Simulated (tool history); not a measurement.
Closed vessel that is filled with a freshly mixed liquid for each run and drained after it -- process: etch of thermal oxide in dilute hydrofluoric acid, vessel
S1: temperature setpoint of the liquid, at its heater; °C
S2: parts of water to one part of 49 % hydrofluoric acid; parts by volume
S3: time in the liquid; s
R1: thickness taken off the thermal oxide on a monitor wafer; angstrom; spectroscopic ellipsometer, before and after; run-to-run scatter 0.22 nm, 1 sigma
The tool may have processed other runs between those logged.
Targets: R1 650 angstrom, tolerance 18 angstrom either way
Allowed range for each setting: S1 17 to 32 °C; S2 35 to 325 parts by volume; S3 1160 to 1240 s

run  hour    S1   S2    S3      R1
  1     0    24  180  1160  251.79
  2   6.1    22  180  1160  232.44
  3  13.2  23.5  165  1160  273.56
  4  19.3  24.5  155  1160  306.89
  5  26.5  24.5  155  1160  307.03
  6  35.3    26  155  1160  324.07
  7  39.9    27  145  1160  363.98
  8  43.7  27.5  135  1160  405.03
  9  47.5    28  130  1160  428.67
 10  50.8  28.5  125  1160  458.48
 11  55.7    29  120  1160  490.61
 12    64  29.5  115  1160   522.9
 13  66.7    30  115  1160  536.64
 14  71.3  30.5  115  1160     545

Which single option among these 5 for the next run brings every result within its allowed miss of target? Just one does.
  A  75.9  28.5  125  1160   ?
  B  75.9    32  150  1195   ?
  C  75.9  30.5  135  1160   ?
  D  75.9    31   95  1210   ?
  E  75.9    32  110  1240   ?

move      R1
   A  458.54
   B  432.12
   C  450.88
   D  720.08
   E  646.96
A: misses by more than the last run did
B: misses by more than the last run did
C: misses by more than the last run did
D: takes the biggest miss from the last run beyond its target
E: hits every target within its allowed miss
Move E is the one to make.
